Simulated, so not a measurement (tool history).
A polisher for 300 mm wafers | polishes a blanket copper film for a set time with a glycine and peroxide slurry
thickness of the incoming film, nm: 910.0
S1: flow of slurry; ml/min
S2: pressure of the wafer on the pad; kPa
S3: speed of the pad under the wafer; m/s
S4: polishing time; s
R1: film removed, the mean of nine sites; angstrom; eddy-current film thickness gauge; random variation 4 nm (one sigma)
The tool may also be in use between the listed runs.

run	day	S1	S2	S3	S4	R1
1	0.000	140	22.8	0.96	54	2855.5
2	0.192	110	22.8	0.96	54	2701.1
3	0.225	85	22.8	0.96	54	2497.9
4	0.600	85	22.8	0.96	57	2707.0
5	0.662	120	22.8	0.96	57	2864.2
6	0.762	140	24.8	0.96	57	3205.5

The next listed run, before its measurement:
7	0.929	155	26.2	0.96	57	?

R1: 3358.5 angstrom
